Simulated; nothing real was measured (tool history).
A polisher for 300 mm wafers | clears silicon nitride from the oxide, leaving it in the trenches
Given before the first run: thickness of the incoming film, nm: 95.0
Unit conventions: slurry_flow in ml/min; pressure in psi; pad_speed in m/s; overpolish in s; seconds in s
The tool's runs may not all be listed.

Run 1, hour 0: slurry_flow 295 ml/min, pressure 3.4 psi, pad_speed 1.08 m/s, overpolish 23 s. Result: seconds 70.195 s.
Run 2, hour 8.9: slurry_flow 295 ml/min, pressure 3.7 psi, pad_speed 1.08 m/s, overpolish 23 s. Result: seconds 63.5 s.
Run 3, hour 15.2: slurry_flow 350 ml/min, pressure 3.7 psi, pad_speed 1.08 m/s, overpolish 23 s. Result: seconds 64.686 s.
Run 4, hour 21.6: slurry_flow 300 ml/min, pressure 3.7 psi, pad_speed 1.08 m/s, overpolish 23 s. Result: seconds 62.185 s.
Run 5, hour 23.7: slurry_flow 300 ml/min, pressure 3.9 psi, pad_speed 1.08 m/s, overpolish 23 s. Result: seconds 61.208 s.
Run 6, hour 25: slurry_flow 300 ml/min, pressure 4.1 psi, pad_speed 1.08 m/s, overpolish 23 s. Result: seconds 58.834 s.

What will run 7 give?
Run 7, hour 25.5: slurry_flow 300 ml/min, pressure 4.3 psi, pad_speed 1.08 m/s, overpolish 23 s. Result: seconds ?.

{"run 7": {"seconds": 55.964}}
